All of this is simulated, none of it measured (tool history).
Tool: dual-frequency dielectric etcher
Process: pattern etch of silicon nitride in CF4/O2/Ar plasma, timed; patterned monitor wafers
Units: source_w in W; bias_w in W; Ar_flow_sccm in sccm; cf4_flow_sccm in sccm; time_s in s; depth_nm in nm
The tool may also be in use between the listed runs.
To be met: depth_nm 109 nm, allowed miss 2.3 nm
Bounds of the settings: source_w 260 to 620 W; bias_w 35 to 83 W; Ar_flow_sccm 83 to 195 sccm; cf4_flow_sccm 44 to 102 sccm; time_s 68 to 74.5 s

| run | hour | source_w | bias_w | Ar_flow_sccm | cf4_flow_sccm | time_s | depth_nm |
|---|---|---|---|---|---|---|---|
| 1 | 0 | 440 | 59 | 139 | 73 | 74.5 | 130.33 |
| 2 | 7.2 | 520 | 59 | 139 | 73 | 74.5 | 152.53 |
| 3 | 14.5 | 480 | 59 | 139 | 73 | 74.5 | 141.72 |
| 4 | 18.9 | 480 | 59 | 139 | 73 | 74.5 | 142.8 |
| 5 | 21.7 | 480 | 59 | 139 | 84 | 74.5 | 145.95 |
| 6 | 26.8 | 440 | 59 | 139 | 84 | 74.5 | 132.77 |
| 7 | 32.1 | 420 | 59 | 139 | 84 | 74.5 | 129.08 |
| 8 | 35.8 | 400 | 59 | 139 | 84 | 74.5 | 120.99 |
| 9 | 42.5 | 390 | 59 | 139 | 84 | 74.5 | 120.31 |
| 10 | 43.7 | 380 | 59 | 139 | 84 | 74.5 | 117.01 |
| 11 | 50.8 | 370 | 59 | 139 | 84 | 74.5 | 115.07 |
| 12 | 53.1 | 360 | 59 | 139 | 84 | 74.5 | 112.15 |

5 next moves are on the table. One of them brings every result within its allowed miss. Which?
| A | 55.4 | 420 | 59 | 148 | 89 | 68 | ? |
| B | 55.4 | 340 | 60 | 133 | 88 | 71.5 | ? |
| C | 55.4 | 360 | 63 | 118 | 47 | 69 | ? |
| D | 55.4 | 350 | 66 | 119 | 86 | 70.5 | ? |
| E | 55.4 | 380 | 62 | 171 | 80 | 70.5 | ? |

| move | depth_nm |
|---|---|
| A | 115.86 |
| B | 104.12 |
| C | 104.33 |
| D | 113.47 |
| E | 108.93 |
A: further off than the last run
B: takes the result that was furthest off past its target
C: takes the result that was furthest off past its target
D: further off than the last run
E: meets every target
Move E is the one to make.
